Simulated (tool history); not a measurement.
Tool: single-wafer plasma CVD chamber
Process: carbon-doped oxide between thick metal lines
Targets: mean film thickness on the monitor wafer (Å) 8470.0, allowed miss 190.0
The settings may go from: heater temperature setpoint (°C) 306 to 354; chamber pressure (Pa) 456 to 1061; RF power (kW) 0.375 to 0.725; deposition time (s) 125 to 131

run,day,heater temperature setpoint (°C),chamber pressure (Pa),RF power (kW),deposition time (s),mean film thickness on the monitor wafer (Å)
1,0.000,330,759,0.550,131,7345.3
2,0.308,335,759,0.550,131,7227.0
3,0.542,333,783,0.560,131,7363.7
4,0.892,331,797,0.570,131,7548.7
5,1.075,329,817,0.575,131,7629.7
6,1.367,329,817,0.575,125,7303.1
7,1.712,328,828,0.590,125,7478.3
8,1.900,327,840,0.600,125,7542.3
9,1.971,326,851,0.610,125,7682.4
10,2.271,325,861,0.620,125,7767.6

Which of these 4 next moves meets every target?
A,2.571,322,780,0.635,125,?
B,2.571,318,929,0.675,125,?
C,2.571,331,847,0.640,129,?
D,2.571,336,1011,0.675,126,?

move,mean film thickness on the monitor wafer (Å)
A,7902.1
B,8455.3
C,7983.5
D,8008.8
A: nearer than the last run, and not there yet
B: meets every target
C: nearer than the last run, and not there yet
D: nearer than the last run, and not there yet
Move B is the one to make.

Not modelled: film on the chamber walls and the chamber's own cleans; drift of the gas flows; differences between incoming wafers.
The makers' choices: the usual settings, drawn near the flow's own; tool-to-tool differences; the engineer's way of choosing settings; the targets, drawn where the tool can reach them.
